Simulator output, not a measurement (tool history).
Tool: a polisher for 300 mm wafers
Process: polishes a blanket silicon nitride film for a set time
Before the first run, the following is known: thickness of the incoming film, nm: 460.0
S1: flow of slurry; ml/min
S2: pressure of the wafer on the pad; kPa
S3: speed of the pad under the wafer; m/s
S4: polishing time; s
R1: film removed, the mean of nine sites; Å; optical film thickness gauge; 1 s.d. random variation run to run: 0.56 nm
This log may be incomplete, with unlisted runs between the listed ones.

run  hour   S1    S2    S3  S4      R1
  1     0  170  28.3  1.38  74    1778
  2   4.3  170  24.8  1.38  74  1544.6
  3   7.3  170  20.7  1.38  74  1301.3
  4     9  170  20.7  1.56  74    1444
  5    14  170  20.7  1.34  74  1266.7
  6  20.9  160  18.6  1.28  74  1100.1
  7  22.4  110  13.1   1.2  74  717.16
  8  28.1  120  13.1   1.2  74  723.57

For run 9, what comes out?
  9  29.6  170  15.2  1.2  74   ?

R1: 871.8 Å
